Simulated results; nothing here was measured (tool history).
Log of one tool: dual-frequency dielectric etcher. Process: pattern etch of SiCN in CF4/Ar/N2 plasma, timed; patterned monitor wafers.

| run | hour | source power (W) | bias power (W) | Ar flow (sccm) | CF4 flow (sccm) | etch time (s) | mean etch depth across the wafer (Å) |
|---|---|---|---|---|---|---|---|
| 1 | 0.0 | 540 | 74 | 90 | 51 | 63.0 | 611.90 |
| 2 | 3.8 | 540 | 78 | 90 | 51 | 63.0 | 629.30 |
| 3 | 5.9 | 490 | 78 | 90 | 51 | 63.0 | 580.45 |
| 4 | 11.0 | 490 | 78 | 101 | 51 | 63.0 | 572.54 |
| 5 | 14.4 | 460 | 78 | 101 | 51 | 63.0 | 545.73 |
| 6 | 19.4 | 460 | 78 | 107 | 51 | 63.0 | 537.53 |

Run 7 comes next. What will it give?
| 7 | 22.4 | 380 | 78 | 107 | 51 | 63.0 | ? |

Run 7 gave mean etch depth across the wafer (Å) 465.02.

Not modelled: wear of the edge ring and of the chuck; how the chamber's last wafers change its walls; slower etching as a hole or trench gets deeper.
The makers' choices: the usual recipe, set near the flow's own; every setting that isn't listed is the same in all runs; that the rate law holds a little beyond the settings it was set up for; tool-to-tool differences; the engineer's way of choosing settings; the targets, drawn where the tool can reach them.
